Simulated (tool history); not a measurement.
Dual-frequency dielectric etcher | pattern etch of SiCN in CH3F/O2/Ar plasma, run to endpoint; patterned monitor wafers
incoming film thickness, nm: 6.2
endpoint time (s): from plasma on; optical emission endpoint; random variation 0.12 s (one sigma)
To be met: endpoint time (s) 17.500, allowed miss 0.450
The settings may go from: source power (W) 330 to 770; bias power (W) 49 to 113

run  hour  source power (W)  bias power (W)  endpoint time (s)
  1   0.0               550              81             13.827
  2   4.0               550              91             13.408
  3   9.0               470              91             14.082
  4  17.0               470              80             14.940
  5  21.1               470              89             14.420
  6  25.4               470              75             15.190
  7  29.9               470              75             14.912
  8  30.5               420              68             16.446
  9  31.5               400              67             16.863
 10  39.8               390              67             16.794

Which of these 5 next moves meets every target?
  A  48.1               330              61                  ?
  B  48.1               430              68                  ?
  C  48.1               360              67                  ?
  D  48.1               390              73                  ?
  E  48.1               460              59                  ?

move  endpoint time (s)
   A             18.592
   B             16.157
   C             17.454
   D             16.466
   E             16.359
A: takes the result that was furthest off past its target
B: further off than the last run
C: meets every target
D: further off than the last run
E: further off than the last run
Answer: C

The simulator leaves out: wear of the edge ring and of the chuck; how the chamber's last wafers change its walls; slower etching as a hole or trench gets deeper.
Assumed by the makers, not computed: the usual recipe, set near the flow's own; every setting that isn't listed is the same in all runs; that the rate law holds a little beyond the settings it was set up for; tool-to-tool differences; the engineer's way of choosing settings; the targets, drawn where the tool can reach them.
